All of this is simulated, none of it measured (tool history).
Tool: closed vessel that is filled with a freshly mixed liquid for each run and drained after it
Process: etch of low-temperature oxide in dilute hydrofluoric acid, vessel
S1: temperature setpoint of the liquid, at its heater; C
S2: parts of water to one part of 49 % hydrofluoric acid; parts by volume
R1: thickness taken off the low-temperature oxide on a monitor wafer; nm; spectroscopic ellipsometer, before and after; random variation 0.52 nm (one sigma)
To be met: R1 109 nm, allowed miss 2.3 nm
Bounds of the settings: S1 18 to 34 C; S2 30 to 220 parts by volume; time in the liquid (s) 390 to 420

run 1 hour=0 | S1=26 S2=125 time_in_the_liquid_(s)=390 | R1=50.46
run 2 hour=3.6 | S1=28 S2=125 time_in_the_liquid_(s)=390 | R1=54.031
run 3 hour=11.3 | S1=29 S2=115 time_in_the_liquid_(s)=390 | R1=62.273
run 4 hour=14.6 | S1=29 S2=145 time_in_the_liquid_(s)=390 | R1=47.599
run 5 hour=21.8 | S1=29 S2=115 time_in_the_liquid_(s)=390 | R1=62.608
run 6 hour=30.6 | S1=29 S2=95 time_in_the_liquid_(s)=390 | R1=77.174
run 7 hour=38.1 | S1=29.5 S2=95 time_in_the_liquid_(s)=390 | R1=79.519
run 8 hour=39.9 | S1=30 S2=95 time_in_the_liquid_(s)=390 | R1=80.199

Which of these 4 next moves meets every target?
run A hour=41.7 | S1=30 S2=80 time_in_the_liquid_(s)=420 | R1=?
run B hour=41.7 | S1=32.5 S2=85 time_in_the_liquid_(s)=420 | R1=?
run C hour=41.7 | S1=27.5 S2=75 time_in_the_liquid_(s)=420 | R1=?
run D hour=41.7 | S1=28 S2=75 time_in_the_liquid_(s)=420 | R1=?

move=A R1=105.4
move=B R1=108.18
move=C R1=102.8
move=D R1=104.83
A: nearer than the last run, and not there yet
B: meets every target
C: nearer than the last run, and not there yet
D: nearer than the last run, and not there yet
Answer: B

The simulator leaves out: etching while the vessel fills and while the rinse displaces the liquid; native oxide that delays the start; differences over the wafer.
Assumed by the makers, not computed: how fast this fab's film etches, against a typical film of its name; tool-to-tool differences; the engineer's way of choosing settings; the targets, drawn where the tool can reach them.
